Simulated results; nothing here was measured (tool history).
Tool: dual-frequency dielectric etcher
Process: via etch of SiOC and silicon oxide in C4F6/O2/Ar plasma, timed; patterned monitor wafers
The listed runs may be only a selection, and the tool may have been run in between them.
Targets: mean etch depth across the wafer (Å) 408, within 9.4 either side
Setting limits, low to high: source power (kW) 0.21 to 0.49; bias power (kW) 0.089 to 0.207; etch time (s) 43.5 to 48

run  hour  source power (kW)  bias power (kW)  etch time (s)  mean etch depth across the wafer (Å)
  1     0               0.35            0.148             48                                463.34
  2     3               0.35            0.148           43.5                                419.89
  3   9.3               0.35            0.148             48                                463.65
  4    11               0.35            0.135             48                                453.86
  5  15.3               0.33            0.132             48                                441.01
  6  20.4               0.33            0.145             48                                450.08
  7  25.1               0.31            0.142             48                                438.17
  8  28.7               0.25            0.134           47.5                                 388.5
  9  30.4               0.26            0.135           47.5                                395.38
 10  35.4               0.26            0.136           47.5                                396.92

Below are 5 possible settings for the next run. Only one of them brings all results inside the allowed miss of their targets. Which is it?
  A  40.4               0.29            0.153             48                                     ?
  B  40.4               0.29            0.147           43.5                                     ?
  C  40.4               0.24            0.145             46                                     ?
  D  40.4               0.31            0.131           43.5                                     ?
  E  40.4               0.33            0.108           46.5                                     ?

move  mean etch depth across the wafer (Å)
   A                                431.28
   B                                386.81
   C                                376.16
   D                                386.45
   E                                405.27
A: the result that was furthest off in the last run now lies on the other side of its target
B: further off than the last run
C: further off than the last run
D: further off than the last run
E: all results land within tolerance of their targets
Move E is the one to make.
